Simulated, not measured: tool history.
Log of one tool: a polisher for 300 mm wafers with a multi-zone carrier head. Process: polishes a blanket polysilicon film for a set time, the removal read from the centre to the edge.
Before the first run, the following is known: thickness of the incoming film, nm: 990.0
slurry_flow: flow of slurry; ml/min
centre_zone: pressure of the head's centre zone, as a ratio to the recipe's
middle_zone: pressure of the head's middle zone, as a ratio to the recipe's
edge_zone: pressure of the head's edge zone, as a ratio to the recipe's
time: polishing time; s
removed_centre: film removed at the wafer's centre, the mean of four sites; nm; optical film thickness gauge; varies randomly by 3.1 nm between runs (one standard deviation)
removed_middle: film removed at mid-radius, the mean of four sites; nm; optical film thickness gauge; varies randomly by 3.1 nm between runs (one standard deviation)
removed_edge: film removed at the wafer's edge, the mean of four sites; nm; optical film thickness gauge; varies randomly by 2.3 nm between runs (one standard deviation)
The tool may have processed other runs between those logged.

| run | hour | slurry_flow | centre_zone | middle_zone | edge_zone | time | removed_centre | removed_middle | removed_edge |
|---|---|---|---|---|---|---|---|---|---|
| 1 | 0.0 | 145 | 1.00 | 1.00 | 1.00 | 36 | 395.87 | 416.36 | 403.89 |
| 2 | 1.1 | 145 | 1.00 | 1.04 | 1.00 | 36 | 391.95 | 436.17 | 407.69 |
| 3 | 6.2 | 145 | 1.06 | 1.04 | 1.00 | 36 | 433.66 | 426.52 | 409.30 |
| 4 | 10.0 | 140 | 1.04 | 1.00 | 0.96 | 30 | 356.56 | 341.16 | 339.29 |
| 5 | 18.0 | 140 | 1.04 | 1.00 | 0.96 | 34 | 385.29 | 385.42 | 376.01 |
| 6 | 24.3 | 165 | 1.04 | 1.00 | 0.96 | 34 | 406.39 | 400.28 | 385.87 |
| 7 | 25.2 | 165 | 1.04 | 1.00 | 0.96 | 34 | 406.09 | 392.72 | 387.32 |
| 8 | 29.3 | 155 | 1.03 | 1.00 | 0.93 | 29 | 335.23 | 342.97 | 321.08 |
| 9 | 30.6 | 120 | 1.02 | 0.90 | 0.85 | 19 | 208.46 | 190.08 | 194.37 |
| 10 | 33.0 | 135 | 1.02 | 0.91 | 0.87 | 19 | 214.11 | 200.14 | 203.17 |
| 11 | 36.4 | 145 | 1.02 | 0.92 | 0.88 | 19 | 216.51 | 203.48 | 204.12 |
| 12 | 44.5 | 150 | 1.02 | 0.94 | 0.90 | 19 | 217.27 | 211.96 | 204.87 |
| 13 | 45.9 | 150 | 1.03 | 0.95 | 0.92 | 19 | 216.03 | 210.69 | 210.22 |

Expected results for the next run?
| 14 | 50.0 | 155 | 1.04 | 0.96 | 0.93 | 19 | ? | ? | ? |

{"run 14": {"removed_centre": 226.91, "removed_middle": 214.44, "removed_edge": 210.81}}
